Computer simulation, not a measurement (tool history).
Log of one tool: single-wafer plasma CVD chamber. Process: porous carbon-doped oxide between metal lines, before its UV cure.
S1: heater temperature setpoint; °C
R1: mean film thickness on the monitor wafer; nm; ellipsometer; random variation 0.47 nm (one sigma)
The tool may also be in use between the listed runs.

{"run": 1, "hour": 0.0, "S1": 315, "RF power (W)": 495, "deposition time (s)": 18, "R1": 89.942}
{"run": 2, "hour": 4.4, "S1": 315, "RF power (W)": 555, "deposition time (s)": 18, "R1": 94.298}
{"run": 3, "hour": 10.5, "S1": 315, "RF power (W)": 615, "deposition time (s)": 18, "R1": 98.153}
{"run": 4, "hour": 16.4, "S1": 315, "RF power (W)": 615, "deposition time (s)": 17.1, "R1": 93.488}
{"run": 5, "hour": 24.4, "S1": 315, "RF power (W)": 615, "deposition time (s)": 18, "R1": 97.836}
{"run": 6, "hour": 26.8, "S1": 319, "RF power (W)": 590, "deposition time (s)": 17.9, "R1": 93.85}

Run 7 comes next. What will it give?
{"run": 7, "hour": 31.4, "S1": 323, "RF power (W)": 570, "deposition time (s)": 17.8, "R1": "?"}

R1: 89.667 nm
